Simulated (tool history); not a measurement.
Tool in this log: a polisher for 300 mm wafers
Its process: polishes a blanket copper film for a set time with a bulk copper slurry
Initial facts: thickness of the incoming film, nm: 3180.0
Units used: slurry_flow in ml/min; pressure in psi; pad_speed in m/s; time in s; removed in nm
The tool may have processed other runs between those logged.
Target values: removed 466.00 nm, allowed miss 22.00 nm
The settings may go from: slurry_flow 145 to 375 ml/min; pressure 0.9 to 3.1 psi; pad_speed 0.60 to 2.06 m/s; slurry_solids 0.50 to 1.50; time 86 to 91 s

run 1 day=0.000 | slurry_flow=240 pressure=2.0 pad_speed=1.32 slurry_solids=1.00 time=86 | removed=657.24
run 2 day=0.292 | slurry_flow=240 pressure=1.8 pad_speed=1.30 slurry_solids=1.00 time=86 | removed=606.71
run 3 day=0.458 | slurry_flow=240 pressure=1.8 pad_speed=1.30 slurry_solids=1.05 time=86 | removed=604.50
run 4 day=0.746 | slurry_flow=180 pressure=1.8 pad_speed=1.30 slurry_solids=1.05 time=86 | removed=567.67
run 5 day=1.054 | slurry_flow=175 pressure=1.7 pad_speed=1.30 slurry_solids=1.05 time=86 | removed=534.81
run 6 day=1.421 | slurry_flow=175 pressure=1.7 pad_speed=1.30 slurry_solids=1.05 time=86 | removed=544.84
run 7 day=1.725 | slurry_flow=175 pressure=1.6 pad_speed=1.30 slurry_solids=1.05 time=86 | removed=492.17
run 8 day=2.038 | slurry_flow=170 pressure=1.6 pad_speed=1.30 slurry_solids=1.05 time=86 | removed=506.64

Consider the 4 candidate settings below. Which is the only one whose results all fall within their allowed miss of target?
run A day=2.350 | slurry_flow=170 pressure=1.4 pad_speed=1.32 slurry_solids=1.10 time=90 | removed=?
run B day=2.350 | slurry_flow=205 pressure=1.3 pad_speed=1.50 slurry_solids=1.10 time=91 | removed=?
run C day=2.350 | slurry_flow=255 pressure=2.2 pad_speed=0.70 slurry_solids=1.20 time=86 | removed=?
run D day=2.350 | slurry_flow=220 pressure=1.8 pad_speed=0.82 slurry_solids=1.15 time=91 | removed=?

move=A removed=480.43
move=B removed=534.59
move=C removed=435.83
move=D removed=422.90
A: each result inside its tolerance
B: the biggest miss grows against the last run
C: the result that was furthest off in the last run now lies on the other side of its target
D: the result that was furthest off in the last run now lies on the other side of its target
A meets every target.
